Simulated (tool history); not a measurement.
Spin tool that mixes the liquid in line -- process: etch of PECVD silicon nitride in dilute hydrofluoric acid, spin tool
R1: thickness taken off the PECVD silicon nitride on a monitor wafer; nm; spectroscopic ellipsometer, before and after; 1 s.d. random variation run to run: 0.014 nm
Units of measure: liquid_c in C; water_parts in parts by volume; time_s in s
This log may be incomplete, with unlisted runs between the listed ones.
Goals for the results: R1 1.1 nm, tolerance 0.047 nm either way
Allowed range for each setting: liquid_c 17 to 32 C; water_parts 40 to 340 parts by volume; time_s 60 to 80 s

run 1 hour=0 | liquid_c=24 water_parts=190 time_s=80 | R1=0.82081
run 2 hour=6.4 | liquid_c=20.5 water_parts=190 time_s=80 | R1=0.66381
run 3 hour=7.1 | liquid_c=22.5 water_parts=190 time_s=80 | R1=0.76892
run 4 hour=9.9 | liquid_c=22.5 water_parts=190 time_s=80 | R1=0.75598
run 5 hour=13.3 | liquid_c=24 water_parts=190 time_s=80 | R1=0.82713
run 6 hour=14.1 | liquid_c=24 water_parts=165 time_s=80 | R1=0.96429
run 7 hour=20.4 | liquid_c=24.5 water_parts=165 time_s=80 | R1=0.97
run 8 hour=28.3 | liquid_c=25 water_parts=165 time_s=80 | R1=1.0137
run 9 hour=33 | liquid_c=25.5 water_parts=165 time_s=80 | R1=1.0452

Pick the move, out of 4, that brings all results within their allowed miss; only one does.
run A hour=37.7 | liquid_c=24 water_parts=165 time_s=80 | R1=?
run B hour=37.7 | liquid_c=25 water_parts=175 time_s=80 | R1=?
run C hour=37.7 | liquid_c=26.5 water_parts=190 time_s=80 | R1=?
run D hour=37.7 | liquid_c=25.5 water_parts=160 time_s=80 | R1=?

move=A R1=0.94997
move=B R1=0.95506
move=C R1=0.96652
move=D R1=1.0777
A: its largest miss is bigger than the last run's
B: its largest miss is bigger than the last run's
C: its largest miss is bigger than the last run's
D: every result within its allowed miss
The right move is D.
